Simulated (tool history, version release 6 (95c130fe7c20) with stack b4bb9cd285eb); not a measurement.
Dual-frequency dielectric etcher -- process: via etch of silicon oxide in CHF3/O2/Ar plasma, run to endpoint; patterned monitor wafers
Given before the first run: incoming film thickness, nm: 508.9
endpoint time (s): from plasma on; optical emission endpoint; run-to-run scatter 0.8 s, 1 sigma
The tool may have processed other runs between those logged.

run 1 hour=0 | source_power_(kW)=0.91 bias_power_(kW)=0.223 | endpoint_time_(s)=203.58
run 2 hour=4 | source_power_(kW)=0.79 bias_power_(kW)=0.223 | endpoint_time_(s)=211.18
run 3 hour=6.7 | source_power_(kW)=0.79 bias_power_(kW)=0.262 | endpoint_time_(s)=202.61
run 4 hour=11.7 | source_power_(kW)=0.86 bias_power_(kW)=0.271 | endpoint_time_(s)=197.16
run 5 hour=14.7 | source_power_(kW)=0.86 bias_power_(kW)=0.234 | endpoint_time_(s)=204.78
run 6 hour=19.6 | source_power_(kW)=0.94 bias_power_(kW)=0.247 | endpoint_time_(s)=197.24

Estimate the outcome of run 7 from the log above:
run 7 hour=26.2 | source_power_(kW)=1 bias_power_(kW)=0.258 | endpoint_time_(s)=?

{"run 7": {"endpoint time (s)": 191.52}}
